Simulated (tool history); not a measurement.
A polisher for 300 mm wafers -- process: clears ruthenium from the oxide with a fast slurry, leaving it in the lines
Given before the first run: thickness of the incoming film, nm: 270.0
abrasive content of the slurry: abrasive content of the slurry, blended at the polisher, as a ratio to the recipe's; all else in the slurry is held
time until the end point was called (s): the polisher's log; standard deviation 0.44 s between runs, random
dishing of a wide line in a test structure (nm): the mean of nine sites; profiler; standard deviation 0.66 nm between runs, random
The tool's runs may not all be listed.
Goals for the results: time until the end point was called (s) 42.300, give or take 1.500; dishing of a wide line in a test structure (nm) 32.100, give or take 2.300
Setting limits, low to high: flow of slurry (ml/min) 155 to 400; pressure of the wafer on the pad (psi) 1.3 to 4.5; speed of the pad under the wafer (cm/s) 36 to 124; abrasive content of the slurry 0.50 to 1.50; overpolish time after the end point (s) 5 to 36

| run | day | flow of slurry (ml/min) | pressure of the wafer on the pad (psi) | speed of the pad under the wafer (cm/s) | abrasive content of the slurry | overpolish time after the end point (s) | time until the end point was called (s) | dishing of a wide line in a test structure (nm) |
|---|---|---|---|---|---|---|---|---|
| 1 | 0.000 | 255 | 2.9 | 80 | 1.00 | 18 | 98.048 | 23.725 |
| 2 | 0.338 | 255 | 3.1 | 82 | 1.00 | 18 | 87.919 | 25.194 |
| 3 | 0.396 | 255 | 3.1 | 66 | 1.00 | 18 | 111.860 | 22.446 |
| 4 | 0.488 | 255 | 3.4 | 66 | 1.00 | 18 | 100.630 | 23.422 |
|  | 0.717 | head pressure recalibrated |
| 5 | 0.717 | 255 | 3.4 | 66 | 1.00 | 24 | 89.790 | 26.911 |
| 6 | 0.800 | 260 | 3.5 | 70 | 1.00 | 23 | 82.327 | 28.218 |
| 7 | 1.033 | 265 | 4.3 | 92 | 1.05 | 14 | 50.265 | 28.673 |
| 8 | 1.217 | 270 | 4.4 | 96 | 1.05 | 15 | 48.023 | 30.050 |

Below are 5 possible settings for the next run. Only one of them brings all results inside the allowed miss of their targets. Which is it?
| A | 1.400 | 275 | 4.5 | 94 | 1.10 | 15 | ? | ? |
| B | 1.400 | 250 | 4.5 | 102 | 1.10 | 18 | ? | ? |
| C | 1.400 | 260 | 4.0 | 86 | 1.05 | 13 | ? | ? |
| D | 1.400 | 360 | 3.6 | 92 | 1.30 | 12 | ? | ? |
| E | 1.400 | 270 | 4.4 | 88 | 0.95 | 17 | ? | ? |

| move | time until the end point was called (s) | dishing of a wide line in a test structure (nm) |
|---|---|---|
| A | 45.766 | 30.251 |
| B | 42.710 | 32.066 |
| C | 57.694 | 26.450 |
| D | 52.496 | 26.615 |
| E | 54.023 | 29.896 |
A: closer than the last run, but not yet in spec
B: every result lands within tolerance
C: the biggest miss grows against the last run
D: the biggest miss grows against the last run
E: the biggest miss grows against the last run
B is the move that brings every result within its allowed miss.
